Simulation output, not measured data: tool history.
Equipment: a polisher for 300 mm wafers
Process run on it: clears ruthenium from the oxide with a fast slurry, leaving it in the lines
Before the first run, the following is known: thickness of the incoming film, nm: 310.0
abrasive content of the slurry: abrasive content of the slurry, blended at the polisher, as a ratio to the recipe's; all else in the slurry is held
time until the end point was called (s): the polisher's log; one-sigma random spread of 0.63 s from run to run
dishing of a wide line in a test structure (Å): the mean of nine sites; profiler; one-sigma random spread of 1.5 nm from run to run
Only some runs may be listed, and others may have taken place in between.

run  hour  flow of slurry (ml/min)  pressure of the wafer on the pad (psi)  speed of the pad under the wafer (m/s)  abrasive content of the slurry  overpolish time after the end point (s)  time until the end point was called (s)  dishing of a wide line in a test structure (Å)
  1   0.0                      260                                     2.9                                    1.00                             1.0                                       25                                   67.733                                          721.28
  2   7.3                      260                                     3.1                                    1.00                             1.0                                       25                                   65.761                                          759.91
  3  15.7                      260                                     3.3                                    1.00                             1.0                                       26                                   61.960                                          812.59
  4  22.4                      260                                     3.5                                    1.00                             1.0                                       27                                   57.569                                          851.01
  5  25.8                      260                                     3.0                                    1.00                             1.0                                       27                                   66.074                                          762.80
  6  29.9                      260                                     3.0                                    1.14                             1.0                                       27                                   59.072                                          833.27

Run 7 comes next. What will it give?
  7  37.4                      260                                     3.1                                    1.14                             1.0                                       28                                        ?                                               ?

{"run 7": {"time until the end point was called (s)": 55.412, "dishing of a wide line in a test structure (Å)": 870.54}}
